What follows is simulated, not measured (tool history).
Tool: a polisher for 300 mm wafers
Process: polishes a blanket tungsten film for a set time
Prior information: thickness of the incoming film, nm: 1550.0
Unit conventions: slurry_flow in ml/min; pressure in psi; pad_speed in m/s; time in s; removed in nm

run 1 hour=0.0 | slurry_flow=295 pressure=2.9 pad_speed=1.40 slurry_solids=1.0 time=94 | removed=509.17
run 2 hour=6.7 | slurry_flow=295 pressure=3.2 pad_speed=1.42 slurry_solids=1.0 time=94 | removed=570.97
run 3 hour=13.2 | slurry_flow=295 pressure=3.4 pad_speed=1.42 slurry_solids=1.0 time=94 | removed=611.81
run 4 hour=20.5 | slurry_flow=265 pressure=3.4 pad_speed=1.42 slurry_solids=1.0 time=94 | removed=595.01
run 5 hour=29.1 | slurry_flow=230 pressure=3.4 pad_speed=1.42 slurry_solids=1.0 time=94 | removed=593.73
run 6 hour=36.0 | slurry_flow=230 pressure=3.6 pad_speed=1.44 slurry_solids=1.0 time=94 | removed=639.97

Run 7, settings as shown, results not yet in. Your forecast:
run 7 hour=42.8 | slurry_flow=230 pressure=4.4 pad_speed=1.52 slurry_solids=1.0 time=94 | removed=?

removed: 824.94 nm
